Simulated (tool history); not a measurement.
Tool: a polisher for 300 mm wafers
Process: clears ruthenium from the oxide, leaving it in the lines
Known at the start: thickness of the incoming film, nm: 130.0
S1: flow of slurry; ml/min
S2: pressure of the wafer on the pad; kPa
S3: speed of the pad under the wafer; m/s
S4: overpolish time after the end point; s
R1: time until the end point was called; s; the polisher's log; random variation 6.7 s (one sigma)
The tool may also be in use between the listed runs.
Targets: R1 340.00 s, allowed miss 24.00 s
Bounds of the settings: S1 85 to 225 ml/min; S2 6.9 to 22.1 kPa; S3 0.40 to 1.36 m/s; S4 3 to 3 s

Run 1, hour 0.0: S1 145 ml/min, S2 14.5 kPa, S3 0.88 m/s, S4 3 s. Result: R1 108.34 s.
Run 2, hour 3.8: S1 145 ml/min, S2 14.5 kPa, S3 0.66 m/s, S4 3 s. Result: R1 145.32 s.
Run 3, hour 6.0: S1 170 ml/min, S2 14.5 kPa, S3 0.66 m/s, S4 3 s. Result: R1 145.31 s.
Run 4, hour 12.8: S1 170 ml/min, S2 13.1 kPa, S3 0.62 m/s, S4 3 s. Result: R1 166.36 s.
Run 5, hour 16.9: S1 165 ml/min, S2 12.4 kPa, S3 0.58 m/s, S4 3 s. Result: R1 191.90 s.
Run 6, hour 18.5: S1 165 ml/min, S2 12.4 kPa, S3 0.42 m/s, S4 3 s. Result: R1 260.10 s.
Run 7, hour 26.7: S1 165 ml/min, S2 11.7 kPa, S3 0.42 m/s, S4 3 s. Result: R1 261.64 s.
Run 8, hour 33.5: S1 165 ml/min, S2 11.0 kPa, S3 0.42 m/s, S4 3 s. Result: R1 287.55 s.
Run 9, hour 35.0: S1 165 ml/min, S2 10.3 kPa, S3 0.42 m/s, S4 3 s. Result: R1 314.09 s.

5 next moves are on the table. One of them brings every result within its allowed miss. Which?
Run A, hour 36.5: S1 145 ml/min, S2 10.3 kPa, S3 0.52 m/s, S4 3 s. Result: R1 ?.
Run B, hour 36.5: S1 150 ml/min, S2 9.7 kPa, S3 0.40 m/s, S4 3 s. Result: R1 ?.
Run C, hour 36.5: S1 135 ml/min, S2 10.3 kPa, S3 0.46 m/s, S4 3 s. Result: R1 ?.
Run D, hour 36.5: S1 175 ml/min, S2 11.7 kPa, S3 0.40 m/s, S4 3 s. Result: R1 ?.
Run E, hour 36.5: S1 150 ml/min, S2 10.3 kPa, S3 0.44 m/s, S4 3 s. Result: R1 ?.

move      R1
   A  253.32
   B  344.37
   C  288.69
   D  278.29
   E  294.77
A: further off than the last run
B: meets every target
C: further off than the last run
D: further off than the last run
E: further off than the last run
Move B is the one to make.

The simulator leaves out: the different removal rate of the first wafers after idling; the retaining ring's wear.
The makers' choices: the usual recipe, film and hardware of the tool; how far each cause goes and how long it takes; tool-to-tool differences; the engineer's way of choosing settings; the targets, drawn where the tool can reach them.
